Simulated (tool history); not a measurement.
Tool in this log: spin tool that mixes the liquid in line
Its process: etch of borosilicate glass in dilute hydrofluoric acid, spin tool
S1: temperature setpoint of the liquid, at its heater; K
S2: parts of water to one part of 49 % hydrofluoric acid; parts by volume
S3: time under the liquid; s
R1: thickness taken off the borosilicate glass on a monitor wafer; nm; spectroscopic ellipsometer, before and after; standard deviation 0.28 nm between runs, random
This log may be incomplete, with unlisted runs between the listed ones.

run 1 hour=0 | S1=297.15 S2=200 S3=245 | R1=40.46
run 2 hour=3.6 | S1=295.65 S2=205 S3=245 | R1=36.267
run 3 hour=10.4 | S1=295.65 S2=140 S3=245 | R1=57.744
run 4 hour=18.1 | S1=295.65 S2=95 S3=245 | R1=90.559
run 5 hour=24.8 | S1=295.65 S2=95 S3=260 | R1=94.914
run 6 hour=30.7 | S1=294.65 S2=120 S3=260 | R1=69.934

Estimate the outcome of run 7 from the log above:
-- hour=32.6 hydrofluoric acid flow meter replaced
run 7 hour=32.6 | S1=293.65 S2=135 S3=260 | R1=?

{"run 7": {"R1": 54.07}}

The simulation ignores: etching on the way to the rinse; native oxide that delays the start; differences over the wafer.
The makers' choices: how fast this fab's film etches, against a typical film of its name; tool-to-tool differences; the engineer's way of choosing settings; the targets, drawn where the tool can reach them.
